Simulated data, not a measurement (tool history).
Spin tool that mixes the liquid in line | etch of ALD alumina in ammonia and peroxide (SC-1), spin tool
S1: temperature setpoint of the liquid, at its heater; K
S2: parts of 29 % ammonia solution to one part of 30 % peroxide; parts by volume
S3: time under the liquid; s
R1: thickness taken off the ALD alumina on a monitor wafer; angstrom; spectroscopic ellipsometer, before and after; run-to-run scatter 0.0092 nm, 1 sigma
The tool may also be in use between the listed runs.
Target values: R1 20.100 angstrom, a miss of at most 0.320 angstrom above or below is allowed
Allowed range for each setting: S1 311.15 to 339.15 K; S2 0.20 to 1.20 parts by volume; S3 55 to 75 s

run,hour,S1,S2,S3,R1
1,0.0,323.15,0.75,75,32.921
2,7.6,319.15,0.75,75,26.440
3,10.0,318.65,0.75,75,25.691
4,16.5,318.65,0.75,75,25.350
5,18.8,318.65,0.75,75,25.658
6,20.4,318.15,0.75,75,24.857
7,28.6,317.65,0.75,75,24.010
8,32.6,313.65,0.75,75,19.065
9,33.2,314.15,0.75,75,19.665

5 next moves are on the table. One of them brings every result within its allowed miss. Which?
A,33.8,314.15,0.65,75,?
B,33.8,319.15,0.85,55,?
C,33.8,314.65,0.65,75,?
D,33.8,317.15,0.20,75,?
E,33.8,314.15,0.70,75,?

move,R1
A,19.390
B,19.550
C,19.975
D,20.671
E,19.528
A: further off than the last run
B: further off than the last run
C: meets every target
D: carries the result that was furthest off beyond its target, to the other side
E: further off than the last run
The right move is C.
